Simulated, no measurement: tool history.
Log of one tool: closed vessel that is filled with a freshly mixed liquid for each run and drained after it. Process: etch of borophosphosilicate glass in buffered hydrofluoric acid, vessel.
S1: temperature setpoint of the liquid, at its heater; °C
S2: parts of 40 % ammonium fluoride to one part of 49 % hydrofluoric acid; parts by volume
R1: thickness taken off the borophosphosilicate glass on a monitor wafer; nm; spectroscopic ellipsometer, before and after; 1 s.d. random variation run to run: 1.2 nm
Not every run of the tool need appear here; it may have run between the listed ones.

run 1 day=0.000 | S1=21.0 S2=22.0 time_in_the_liquid_(s)=95 | R1=78.477
run 2 day=0.292 | S1=24.0 S2=22.0 time_in_the_liquid_(s)=95 | R1=93.981
run 3 day=0.521 | S1=21.5 S2=22.0 time_in_the_liquid_(s)=95 | R1=80.852
run 4 day=0.858 | S1=21.5 S2=22.0 time_in_the_liquid_(s)=100 | R1=85.600
run 5 day=0.892 | S1=23.0 S2=20.0 time_in_the_liquid_(s)=100 | R1=99.327
run 6 day=1.125 | S1=24.5 S2=17.5 time_in_the_liquid_(s)=100 | R1=121.980
run 7 day=1.342 | S1=25.5 S2=16.5 time_in_the_liquid_(s)=100 | R1=138.050

Run 8 is up next; what results do you expect?
run 8 day=1.392 | S1=26.5 S2=16.0 time_in_the_liquid_(s)=100 | R1=?

R1: 150.130 nm
